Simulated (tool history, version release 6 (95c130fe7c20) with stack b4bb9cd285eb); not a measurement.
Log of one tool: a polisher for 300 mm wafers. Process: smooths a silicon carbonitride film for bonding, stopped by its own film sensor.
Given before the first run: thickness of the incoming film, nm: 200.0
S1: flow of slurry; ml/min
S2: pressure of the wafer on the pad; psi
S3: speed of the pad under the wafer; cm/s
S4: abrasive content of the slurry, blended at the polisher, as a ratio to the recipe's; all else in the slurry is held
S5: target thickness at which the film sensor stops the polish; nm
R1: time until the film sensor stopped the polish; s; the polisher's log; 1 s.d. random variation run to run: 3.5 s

run	hour	S1	S2	S3	S4	S5	R1
1	0.0	190	1.6	74	1.0	182	157.15
2	4.9	190	1.4	74	1.0	182	177.32
3	12.0	190	1.3	74	1.0	182	188.03
4	17.7	190	1.3	90	1.0	182	165.35
5	19.4	190	1.3	90	1.0	182	168.72
6	28.4	225	1.3	90	1.0	182	162.89
7	29.7	225	1.2	88	1.0	182	180.93

Run 8 comes next. What will it give?
8	36.5	225	1.1	86	1.0	182	?

Logged for run 8: R1 196.30 s.

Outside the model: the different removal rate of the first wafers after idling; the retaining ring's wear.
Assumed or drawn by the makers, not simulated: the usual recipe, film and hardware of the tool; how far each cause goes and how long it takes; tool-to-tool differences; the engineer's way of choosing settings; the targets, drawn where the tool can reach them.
